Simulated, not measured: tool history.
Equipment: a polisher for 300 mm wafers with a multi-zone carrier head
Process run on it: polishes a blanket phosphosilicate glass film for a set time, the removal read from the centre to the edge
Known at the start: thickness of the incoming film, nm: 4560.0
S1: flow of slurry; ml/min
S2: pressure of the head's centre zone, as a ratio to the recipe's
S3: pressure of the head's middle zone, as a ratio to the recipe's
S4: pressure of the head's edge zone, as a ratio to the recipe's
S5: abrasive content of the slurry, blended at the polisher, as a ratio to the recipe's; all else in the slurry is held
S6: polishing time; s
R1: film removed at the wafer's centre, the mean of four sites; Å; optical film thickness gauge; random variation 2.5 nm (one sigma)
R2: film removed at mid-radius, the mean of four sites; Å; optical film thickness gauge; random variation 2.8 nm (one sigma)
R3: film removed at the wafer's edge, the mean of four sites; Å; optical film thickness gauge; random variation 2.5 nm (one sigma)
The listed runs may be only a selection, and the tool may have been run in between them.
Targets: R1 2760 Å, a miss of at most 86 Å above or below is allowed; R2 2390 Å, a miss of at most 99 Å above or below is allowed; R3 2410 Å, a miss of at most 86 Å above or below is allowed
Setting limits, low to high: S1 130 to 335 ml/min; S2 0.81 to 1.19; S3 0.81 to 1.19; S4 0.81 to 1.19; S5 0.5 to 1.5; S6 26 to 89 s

run 1 hour=0 | S1=215 S2=1 S3=1 S4=1 S5=1 S6=57 | R1=4440.2 R2=4203 R3=4545.1
run 2 hour=6.3 | S1=165 S2=1 S3=1 S4=1 S5=1 S6=57 | R1=4197.8 R2=4036.5 R3=4407.7
run 3 hour=10.8 | S1=165 S2=1 S3=1.06 S4=1 S5=1 S6=57 | R1=4179 R2=4267.7 R3=4486.1
run 4 hour=16.3 | S1=130 S2=1 S3=1.06 S4=1 S5=1 S6=57 | R1=4096.4 R2=4063.3 R3=4247.8
run 5 hour=20.3 | S1=130 S2=1.01 S3=1.05 S4=0.98 S5=0.95 S6=55 | R1=3849.6 R2=3888.2 R3=3899.8
run 6 hour=27.5 | S1=130 S2=1.02 S3=1.02 S4=0.98 S5=0.9 S6=54 | R1=3677.4 R2=3651.5 R3=3816.4
run 7 hour=29.4 | S1=130 S2=1.04 S3=1 S4=0.96 S5=0.85 S6=53 | R1=3628.9 R2=3384.7 R3=3673.7
run 8 hour=32.7 | S1=130 S2=1.06 S3=1.01 S4=0.94 S5=0.8 S6=51 | R1=3457.8 R2=3300.7 R3=3369.9
-- hour=33.6 edge zone pressure recalibrated
run 9 hour=33.6 | S1=130 S2=1.06 S3=1.01 S4=0.94 S5=0.8 S6=51 | R1=3508.4 R2=3159.5 R3=3208.9
run 10 hour=40.6 | S1=130 S2=1.06 S3=1 S4=0.93 S5=0.75 S6=50 | R1=3330.9 R2=3032 R3=3121.3
run 11 hour=43.5 | S1=135 S2=1.06 S3=1 S4=0.92 S5=0.7 S6=49 | R1=3248.3 R2=2952.5 R3=2833
run 12 hour=44.8 | S1=130 S2=0.96 S3=0.9 S4=0.88 S5=0.5 S6=48 | R1=2436.5 R2=2278.3 R3=2471.9
run 13 hour=48.2 | S1=140 S2=0.97 S3=0.9 S4=0.88 S5=0.5 S6=48 | R1=2515.7 R2=2334.2 R3=2426.1
run 14 hour=50.4 | S1=140 S2=0.97 S3=0.9 S4=0.88 S5=0.5 S6=48 | R1=2532.2 R2=2356.3 R3=2436.1
run 15 hour=57.7 | S1=145 S2=0.97 S3=0.9 S4=0.88 S5=0.5 S6=48 | R1=2557.7 R2=2337.8 R3=2471.1

Pick the move, out of 5, that brings all results within their allowed miss; only one does.
run A hour=65 | S1=140 S2=0.96 S3=0.88 S4=0.89 S5=0.6 S6=47 | R1=? R2=? R3=?
run B hour=65 | S1=250 S2=1 S3=0.88 S4=0.81 S5=0.7 S6=40 | R1=? R2=? R3=?
run C hour=65 | S1=200 S2=1.09 S3=0.88 S4=0.89 S5=0.65 S6=43 | R1=? R2=? R3=?
run D hour=65 | S1=130 S2=0.85 S3=0.87 S4=0.94 S5=0.9 S6=41 | R1=? R2=? R3=?
run E hour=65 | S1=160 S2=0.9 S3=1.03 S4=0.89 S5=0.6 S6=42 | R1=? R2=? R3=?

move=A R1=2621.3 R2=2391.7 R3=2593.3
move=B R1=2710.1 R2=2358.8 R3=2397.8
move=C R1=2962.6 R2=2392.4 R3=2555.5
move=D R1=2372.9 R2=2395.9 R3=2698.9
move=E R1=2273.6 R2=2488.4 R3=2352.4
A: closer than the last run, but not yet in spec
B: every result within its allowed miss
C: moves the result that the last run missed by most past its target, out the other side
D: its largest miss is bigger than the last run's
E: its largest miss is bigger than the last run's
Answer: B
